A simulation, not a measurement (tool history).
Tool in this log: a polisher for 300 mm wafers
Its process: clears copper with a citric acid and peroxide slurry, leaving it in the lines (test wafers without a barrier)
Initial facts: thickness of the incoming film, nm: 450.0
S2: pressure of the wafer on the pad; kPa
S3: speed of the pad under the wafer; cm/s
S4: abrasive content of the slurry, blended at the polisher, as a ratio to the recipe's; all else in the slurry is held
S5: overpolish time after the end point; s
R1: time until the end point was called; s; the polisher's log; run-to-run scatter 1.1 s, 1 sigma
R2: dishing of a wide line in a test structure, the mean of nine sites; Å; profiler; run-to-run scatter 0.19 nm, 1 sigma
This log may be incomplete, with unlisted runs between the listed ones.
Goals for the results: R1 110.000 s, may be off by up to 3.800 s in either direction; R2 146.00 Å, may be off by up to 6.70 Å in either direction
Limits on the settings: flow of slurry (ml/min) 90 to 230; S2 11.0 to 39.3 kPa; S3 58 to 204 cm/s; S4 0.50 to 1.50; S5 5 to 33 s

{"run": 1, "hour": 0.0, "flow of slurry (ml/min)": 150, "S2": 24.8, "S3": 130, "S4": 1.0, "S5": 17, "R1": 125.75, "R2": 372.17}
{"run": 2, "hour": 2.1, "flow of slurry (ml/min)": 160, "S2": 22.1, "S3": 140, "S4": 1.0, "S5": 13, "R1": 126.96, "R2": 301.48}
{"run": 3, "hour": 3.7, "flow of slurry (ml/min)": 185, "S2": 18.6, "S3": 156, "S4": 0.95, "S5": 10, "R1": 125.3, "R2": 243.3}
{"run": 4, "hour": 11.1, "flow of slurry (ml/min)": 200, "S2": 15.9, "S3": 172, "S4": 0.8, "S5": 8, "R1": 128.74, "R2": 196.11}
{"run": 5, "hour": 14.9, "flow of slurry (ml/min)": 200, "S2": 15.9, "S3": 172, "S4": 0.8, "S5": 15, "R1": 127.9, "R2": 334.32}
{"run": 6, "hour": 23.2, "flow of slurry (ml/min)": 220, "S2": 15.9, "S3": 172, "S4": 0.8, "S5": 15, "R1": 125.76, "R2": 335.81}
{"run": 7, "hour": 27.6, "flow of slurry (ml/min)": 230, "S2": 11.0, "S3": 200, "S4": 0.8, "S5": 7, "R1": 129.67, "R2": 168.59}
{"run": 8, "hour": 32.7, "flow of slurry (ml/min)": 230, "S2": 11.0, "S3": 202, "S4": 1.0, "S5": 6, "R1": 125.84, "R2": 151.4}
{"run": 9, "hour": 34.4, "flow of slurry (ml/min)": 230, "S2": 11.7, "S3": 202, "S4": 1.1, "S5": 6, "R1": 121.59, "R2": 160.48}
{"run": 10, "hour": 37.0, "flow of slurry (ml/min)": 230, "S2": 11.7, "S3": 202, "S4": 1.25, "S5": 6, "R1": 117.89, "R2": 160.67}
{"run": 11, "hour": 39.5, "flow of slurry (ml/min)": 230, "S2": 11.0, "S3": 204, "S4": 1.5, "S5": 5, "R1": 115.46, "R2": 136.51}

Pick the move, out of 4, that brings all results within their allowed miss; only one does.
{"run": "A", "hour": 42.0, "flow of slurry (ml/min)": 230, "S2": 16.5, "S3": 202, "S4": 1.5, "S5": 5, "R1": "?", "R2": "?"}
{"run": "B", "hour": 42.0, "flow of slurry (ml/min)": 190, "S2": 13.1, "S3": 204, "S4": 1.5, "S5": 5, "R1": "?", "R2": "?"}
{"run": "C", "hour": 42.0, "flow of slurry (ml/min)": 230, "S2": 15.9, "S3": 204, "S4": 1.45, "S5": 5, "R1": "?", "R2": "?"}
{"run": "D", "hour": 42.0, "flow of slurry (ml/min)": 230, "S2": 16.5, "S3": 196, "S4": 1.45, "S5": 5, "R1": "?", "R2": "?"}

move=A R1=96.606 R2=160.32
move=B R1=109.450 R2=142.71
move=C R1=98.453 R2=157.51
move=D R1=99.726 R2=155.75
A: takes the biggest miss from the last run beyond its target
B: meets every target
C: takes the biggest miss from the last run beyond its target
D: takes the biggest miss from the last run beyond its target
The move that meets every target is B.
